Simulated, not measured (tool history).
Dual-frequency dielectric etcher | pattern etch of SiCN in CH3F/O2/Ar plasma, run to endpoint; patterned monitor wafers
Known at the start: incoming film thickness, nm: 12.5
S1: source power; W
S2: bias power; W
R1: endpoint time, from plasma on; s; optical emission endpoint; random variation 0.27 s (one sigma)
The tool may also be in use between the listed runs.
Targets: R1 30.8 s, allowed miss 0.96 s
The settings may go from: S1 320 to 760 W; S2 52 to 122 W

run	hour	S1	S2	R1
1	0	540	87	24.737
2	1.1	480	80	26.64
3	9.4	480	89	26.007
4	13	480	78	26.924
5	19.4	440	75	27.528
6	22.2	520	75	26.472
7	23.3	470	70	27.75
8	24.9	360	57	31.923

Which of these 4 next moves meets every target?
A	26.5	340	70	?
B	26.5	500	64	?
C	26.5	360	55	?
D	26.5	320	55	?

move	R1
A	30.924
B	28.285
C	32.778
D	33.937
A: meets every target
B: takes the result that was furthest off past its target
C: further off than the last run
D: further off than the last run
The right move is A.

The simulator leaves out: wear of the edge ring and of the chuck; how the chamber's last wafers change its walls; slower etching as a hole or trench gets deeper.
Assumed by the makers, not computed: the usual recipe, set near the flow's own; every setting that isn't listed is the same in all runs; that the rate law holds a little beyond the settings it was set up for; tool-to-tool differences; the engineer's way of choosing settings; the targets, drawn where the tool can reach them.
